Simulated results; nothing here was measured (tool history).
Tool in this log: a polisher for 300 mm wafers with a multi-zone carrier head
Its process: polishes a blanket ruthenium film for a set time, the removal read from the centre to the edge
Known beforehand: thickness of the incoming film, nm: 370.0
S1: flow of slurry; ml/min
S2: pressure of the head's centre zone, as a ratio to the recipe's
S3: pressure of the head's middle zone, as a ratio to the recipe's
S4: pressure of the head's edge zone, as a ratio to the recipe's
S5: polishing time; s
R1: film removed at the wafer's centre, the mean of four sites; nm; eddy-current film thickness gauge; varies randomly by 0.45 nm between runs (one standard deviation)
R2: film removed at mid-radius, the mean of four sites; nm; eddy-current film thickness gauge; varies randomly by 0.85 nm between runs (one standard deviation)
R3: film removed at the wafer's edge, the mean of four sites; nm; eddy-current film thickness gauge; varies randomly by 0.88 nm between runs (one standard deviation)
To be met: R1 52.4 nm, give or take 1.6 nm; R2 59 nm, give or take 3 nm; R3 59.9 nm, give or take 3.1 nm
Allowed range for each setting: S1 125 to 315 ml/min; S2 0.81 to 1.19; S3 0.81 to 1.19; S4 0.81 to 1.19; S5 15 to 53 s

run,hour,S1,S2,S3,S4,S5,R1,R2,R3
1,0,205,1,1,1,34,39.635,40.053,40.657
2,8.8,205,1,1.04,1,34,39.365,41.302,41.72
3,14.7,160,1,1.04,1,34,38.006,40.45,39.316
4,18.9,160,1,1.04,1,30,32.861,35.056,34.078
5,27.4,175,1,1.06,1.02,32,35.425,38.783,37.869
6,31.1,175,0.93,1.06,1.02,32,33.869,38.779,37.259
7,39.4,185,0.95,1.07,1.04,33,36.149,40.124,39.826
8,41.2,215,0.99,1.17,1.13,43,49.435,58.49,53.641

Pick the move, out of 4, that brings all results within their allowed miss; only one does.
A,43,225,0.93,1.06,1.12,47,?,?,?
B,43,225,0.82,1.07,1.19,47,?,?,?
C,43,215,0.94,1.16,1.19,44,?,?,?
D,43,235,0.87,1.06,1.19,44,?,?,?

move,R1,R2,R3
A,52.03,58.613,59.293
B,46.706,59.108,60.828
C,48.843,58.892,56.604
D,46.291,55.205,57.204
A: meets every target
B: brings the last run's worst result on target, with another outside its allowed miss
C: its largest miss is bigger than the last run's
D: brings the last run's worst result on target, with another outside its allowed miss
The move that meets every target is A.
